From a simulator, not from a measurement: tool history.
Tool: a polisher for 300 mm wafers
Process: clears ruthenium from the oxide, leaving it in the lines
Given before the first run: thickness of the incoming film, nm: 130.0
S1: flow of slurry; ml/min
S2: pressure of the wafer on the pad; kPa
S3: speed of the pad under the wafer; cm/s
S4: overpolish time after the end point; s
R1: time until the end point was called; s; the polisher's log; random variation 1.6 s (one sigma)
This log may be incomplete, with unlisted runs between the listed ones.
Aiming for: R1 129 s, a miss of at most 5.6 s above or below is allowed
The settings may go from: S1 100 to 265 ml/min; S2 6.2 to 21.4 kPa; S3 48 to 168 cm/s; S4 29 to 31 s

run,hour,S1,S2,S3,S4,R1
1,0,170,13.8,108,29,89.912
2,6.3,170,13.8,108,29,90.485
3,11.5,170,12.4,108,29,99.427
4,15.3,145,12.4,108,29,103.96
5,24.1,145,12.4,98,29,110.28
6,33,145,12.4,120,29,93.175
7,40.3,140,11,120,29,108.04
8,48.1,140,11,120,29,104.95
9,56.2,135,10.3,120,29,116.35

Consider the 4 candidate settings below. Which is the only one whose results all fall within their allowed miss of target?
A,64.3,110,13.1,96,29,?
B,64.3,105,11.7,126,31,?
C,64.3,155,9,122,29,?
D,64.3,145,9.7,122,29,?

move,R1
A,115.02
B,105.13
C,127.26
D,120.1
A: its largest miss is bigger than the last run's
B: its largest miss is bigger than the last run's
C: in spec on every target
D: an improvement on the last run, though not all results are within tolerance
The move that meets every target is C.

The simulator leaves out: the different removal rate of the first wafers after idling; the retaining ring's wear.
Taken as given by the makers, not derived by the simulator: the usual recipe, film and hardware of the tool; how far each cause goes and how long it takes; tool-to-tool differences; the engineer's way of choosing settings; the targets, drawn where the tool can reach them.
